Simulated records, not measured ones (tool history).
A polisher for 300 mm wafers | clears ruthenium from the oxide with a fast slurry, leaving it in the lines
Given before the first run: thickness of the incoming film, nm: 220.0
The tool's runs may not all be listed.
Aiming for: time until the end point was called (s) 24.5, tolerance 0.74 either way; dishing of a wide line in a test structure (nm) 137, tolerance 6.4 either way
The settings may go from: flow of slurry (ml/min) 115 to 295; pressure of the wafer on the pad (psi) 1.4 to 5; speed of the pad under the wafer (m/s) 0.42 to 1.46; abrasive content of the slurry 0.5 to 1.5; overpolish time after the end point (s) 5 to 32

| run | hour | flow of slurry (ml/min) | pressure of the wafer on the pad (psi) | speed of the pad under the wafer (m/s) | abrasive content of the slurry | overpolish time after the end point (s) | time until the end point was called (s) | dishing of a wide line in a test structure (nm) |
|---|---|---|---|---|---|---|---|---|
| 1 | 0 | 190 | 3.2 | 0.94 | 1 | 16 | 47.887 | 57.468 |
| 2 | 2.9 | 190 | 3.2 | 0.94 | 1.15 | 16 | 45.616 | 59.056 |
| 3 | 6.3 | 190 | 3.4 | 0.94 | 1.15 | 17 | 43.119 | 66.501 |
| 4 | 8.9 | 190 | 3.4 | 0.94 | 1.05 | 17 | 44.801 | 65.62 |
| 5 | 11.6 | 150 | 3.4 | 0.94 | 1.05 | 17 | 46.059 | 62.34 |
| 6 | 18.9 | 150 | 3.4 | 1.14 | 1.05 | 17 | 38.655 | 72.455 |
| 7 | 20.7 | 155 | 3.5 | 1.14 | 1.05 | 17 | 37.903 | 74.667 |
| 8 | 23.7 | 160 | 3.7 | 1.14 | 1.05 | 17 | 35.361 | 77.001 |
| 9 | 30 | 160 | 4.6 | 1.16 | 1.05 | 24 | 28.598 | 114.72 |
| 10 | 31.7 | 165 | 4.6 | 1.16 | 1.05 | 24 | 28.244 | 112.15 |
| 11 | 38.5 | 170 | 4.6 | 1.16 | 1.05 | 24 | 28.007 | 113.98 |
| 12 | 43.3 | 175 | 4.6 | 1.16 | 1.05 | 24 | 28.601 | 112.41 |
| 13 | 45.9 | 175 | 5 | 1.2 | 1.05 | 26 | 25.277 | 126.5 |

Consider the 5 candidate settings below. Which is the only one whose results all fall within their allowed miss of target?
| A | 48.5 | 170 | 5 | 1.24 | 0.95 | 30 | ? | ? |
| B | 48.5 | 160 | 4.7 | 1.26 | 1.15 | 21 | ? | ? |
| C | 48.5 | 150 | 5 | 1.08 | 1.15 | 30 | ? | ? |
| D | 48.5 | 170 | 5 | 1.24 | 1.1 | 22 | ? | ? |
| E | 48.5 | 160 | 5 | 1.22 | 1.1 | 29 | ? | ? |

| move | time until the end point was called (s) | dishing of a wide line in a test structure (nm) |
|---|---|---|
| A | 26.28 | 135.75 |
| B | 24.882 | 114.44 |
| C | 27.596 | 132.34 |
| D | 24.266 | 119.5 |
| E | 24.843 | 137.3 |
A: puts the biggest miss on target and leaves a different result outside tolerance
B: misses by more than the last run did
C: puts the biggest miss on target and leaves a different result outside tolerance
D: misses by more than the last run did
E: each result inside its tolerance
So the answer is move E, the one that meets all the targets.

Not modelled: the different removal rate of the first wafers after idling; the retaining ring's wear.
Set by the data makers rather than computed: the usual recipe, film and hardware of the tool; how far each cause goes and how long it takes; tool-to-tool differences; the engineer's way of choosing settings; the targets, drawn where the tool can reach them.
